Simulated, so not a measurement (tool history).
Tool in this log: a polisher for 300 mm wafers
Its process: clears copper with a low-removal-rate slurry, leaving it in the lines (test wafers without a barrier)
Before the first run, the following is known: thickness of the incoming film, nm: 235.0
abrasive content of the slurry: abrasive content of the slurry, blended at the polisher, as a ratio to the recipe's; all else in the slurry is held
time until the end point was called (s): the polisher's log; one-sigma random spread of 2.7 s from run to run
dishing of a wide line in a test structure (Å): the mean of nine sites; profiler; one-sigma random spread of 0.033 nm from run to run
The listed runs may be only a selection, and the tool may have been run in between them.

| run | hour | flow of slurry (ml/min) | pressure of the wafer on the pad (kPa) | speed of the pad under the wafer (cm/s) | abrasive content of the slurry | overpolish time after the end point (s) | time until the end point was called (s) | dishing of a wide line in a test structure (Å) |
|---|---|---|---|---|---|---|---|---|
| 1 | 0.0 | 125 | 18.6 | 92 | 1.00 | 8 | 111.200 | 128.100 |
| 2 | 6.9 | 125 | 18.6 | 92 | 1.15 | 8 | 108.160 | 133.980 |
| 3 | 14.4 | 125 | 18.6 | 92 | 1.25 | 8 | 108.770 | 142.150 |
| 4 | 16.6 | 125 | 18.6 | 114 | 1.25 | 8 | 85.706 | 173.190 |
| 5 | 18.0 | 125 | 18.6 | 114 | 1.15 | 8 | 88.906 | 156.830 |
| 6 | 24.4 | 155 | 18.6 | 114 | 1.15 | 8 | 86.273 | 174.530 |

Run 7, settings as shown, results not yet in. Your forecast:
| 7 | 30.6 | 125 | 15.2 | 102 | 0.90 | 6 | ? | ? |

{"run 7": {"time until the end point was called (s)": 121.24, "dishing of a wide line in a test structure (Å)": 91.917}}
